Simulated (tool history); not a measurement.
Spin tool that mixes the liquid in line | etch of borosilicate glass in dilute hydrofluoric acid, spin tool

| run | hour | temperature setpoint of the liquid (C) | parts of water to one part of 49 % hydrofluoric acid (parts by volume) | time under the liquid (s) | thickness taken off the borosilicate glass on a monitor wafer (Å) |
|---|---|---|---|---|---|
| 1 | 0 | 23 | 60 | 60 | 386.14 |
| 2 | 5 | 24.5 | 60 | 60 | 413.43 |
| 3 | 9 | 26 | 60 | 60 | 439.75 |
| 4 | 9.7 | 26 | 60 | 65 | 476.14 |
| 5 | 15.1 | 26 | 70 | 65 | 398.74 |
| 6 | 18.9 | 26 | 70 | 60 | 365.96 |
| 7 | 27.9 | 27.5 | 70 | 60 | 392.99 |
| 8 | 28.9 | 28.5 | 70 | 60 | 403.52 |
| 9 | 36.6 | 29 | 70 | 60 | 416.52 |
| 10 | 40.9 | 29.5 | 70 | 60 | 425.82 |

Run 11 comes next. What will it give?
| 11 | 45.5 | 31 | 60 | 60 | ? |

Run 11 gave thickness taken off the borosilicate glass on a monitor wafer (Å) 532.42.

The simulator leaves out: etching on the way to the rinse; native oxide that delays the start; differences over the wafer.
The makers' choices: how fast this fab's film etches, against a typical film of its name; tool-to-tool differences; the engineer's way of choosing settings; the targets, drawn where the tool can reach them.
